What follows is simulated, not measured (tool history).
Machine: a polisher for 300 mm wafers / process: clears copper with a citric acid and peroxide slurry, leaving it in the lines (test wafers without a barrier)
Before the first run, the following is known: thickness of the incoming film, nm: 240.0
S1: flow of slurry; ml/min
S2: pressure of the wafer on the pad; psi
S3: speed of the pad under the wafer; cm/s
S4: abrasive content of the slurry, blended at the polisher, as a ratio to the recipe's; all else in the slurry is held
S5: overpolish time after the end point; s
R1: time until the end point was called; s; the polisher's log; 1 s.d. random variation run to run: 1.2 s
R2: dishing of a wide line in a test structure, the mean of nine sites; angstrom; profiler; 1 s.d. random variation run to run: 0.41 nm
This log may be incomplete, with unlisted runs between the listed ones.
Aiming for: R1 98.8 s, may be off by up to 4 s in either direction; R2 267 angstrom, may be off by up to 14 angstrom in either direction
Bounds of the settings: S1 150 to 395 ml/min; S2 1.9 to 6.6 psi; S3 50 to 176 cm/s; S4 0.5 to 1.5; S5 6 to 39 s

run,hour,S1,S2,S3,S4,S5,R1,R2
1,0,250,4.2,112,1,20,61.675,526.58
2,4.1,210,4.2,112,1,20,63.358,512.1
3,7.2,210,4.2,136,1,20,53.708,596.32
4,13.5,270,4.2,136,1,20,54.333,607.31
5,19.8,270,4.2,136,1,26,54.323,752.6
6,22,270,4.2,154,1,26,47.343,831.55
7,29.1,270,3.7,138,0.95,22,59.655,590.14
8,35.4,270,3.3,128,0.95,19,70.586,431.12
9,40.5,270,2.9,126,0.95,18,83.443,361.17
10,45.8,270,2.7,126,0.95,17,88.532,329.34
11,51.7,270,2.6,126,0.95,16,91.092,303.5
12,59.2,270,2.5,126,0.95,16,94.311,282.1

Which one of the following 4 next-run settings gets every result inside its allowed miss? There is exactly one.
A,66.7,230,2.1,166,0.9,14,?,?
B,66.7,290,2.3,136,0.9,15,?,?
C,66.7,255,2.3,128,1,18,?,?
D,66.7,270,2.8,132,0.9,14,?,?

move,R1,R2
A,91.25,269.37
B,97.693,270.56
C,100.47,311.58
D,83.467,295.53
A: lands further from the targets than the last run did
B: meets every target
C: corrects the largest miss of the last run, while another result sits out of spec
D: lands further from the targets than the last run did
So the answer is move B, the one that meets all the targets.
